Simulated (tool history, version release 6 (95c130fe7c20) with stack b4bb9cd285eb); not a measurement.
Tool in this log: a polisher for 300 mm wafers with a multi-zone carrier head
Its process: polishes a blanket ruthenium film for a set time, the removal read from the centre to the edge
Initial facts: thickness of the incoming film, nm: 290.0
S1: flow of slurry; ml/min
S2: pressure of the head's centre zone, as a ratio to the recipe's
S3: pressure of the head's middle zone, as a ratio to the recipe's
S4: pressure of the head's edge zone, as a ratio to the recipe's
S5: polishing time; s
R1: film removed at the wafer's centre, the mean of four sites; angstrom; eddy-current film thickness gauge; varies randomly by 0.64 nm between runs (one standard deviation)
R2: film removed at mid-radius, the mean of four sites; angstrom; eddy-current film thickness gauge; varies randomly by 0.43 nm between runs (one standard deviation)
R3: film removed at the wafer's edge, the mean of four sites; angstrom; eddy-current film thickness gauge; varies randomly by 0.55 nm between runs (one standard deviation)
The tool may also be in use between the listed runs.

run	hour	S1	S2	S3	S4	S5	R1	R2	R3
1	0.0	285	1.00	1.00	1.00	46	326.51	318.40	335.76
2	4.4	285	1.02	1.00	1.01	47	346.84	332.88	348.49
3	9.8	285	0.94	1.00	1.01	47	317.35	320.54	346.34
4	16.6	285	0.94	1.06	1.01	47	317.28	345.06	346.35
5	22.9	285	0.94	1.06	1.01	41	281.02	305.94	294.75
6	25.4	285	0.88	1.06	1.01	41	266.82	299.27	295.13

Run 7 is up next; what results do you expect?
7	28.1	290	0.92	1.04	1.00	42	?	?	?

Run 7 gave R1 276.03 angstrom, R2 304.21 angstrom, R3 306.32 angstrom.
